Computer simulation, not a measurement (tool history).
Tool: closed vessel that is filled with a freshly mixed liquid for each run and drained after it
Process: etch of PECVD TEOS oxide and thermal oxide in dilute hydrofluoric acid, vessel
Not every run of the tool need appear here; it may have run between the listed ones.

run,hour,temperature setpoint of the liquid (°C),parts of water to one part of 49 % hydrofluoric acid (parts by volume),time in the liquid (s),thickness taken off the PECVD TEOS oxide on a monitor wafer (nm),thickness taken off the thermal oxide on a monitor wafer (nm)
1,0.0,24.0,215,60,5.3081,1.19980
2,7.6,24.0,215,75,6.7352,1.40400
3,16.0,26.5,215,75,7.3118,1.63730
4,17.8,25.5,255,75,5.6510,1.27870
5,25.7,25.5,220,75,6.8703,1.54970
6,29.2,25.5,280,75,5.0552,1.13260
7,37.0,21.5,340,75,3.4514,0.73544

Estimate the outcome of run 8 from the log above:
8,41.8,21.5,350,75,?,?

Run 8 measured thickness taken off the PECVD TEOS oxide on a monitor wafer (nm) 3.2736, thickness taken off the thermal oxide on a monitor wafer (nm) 0.73546.
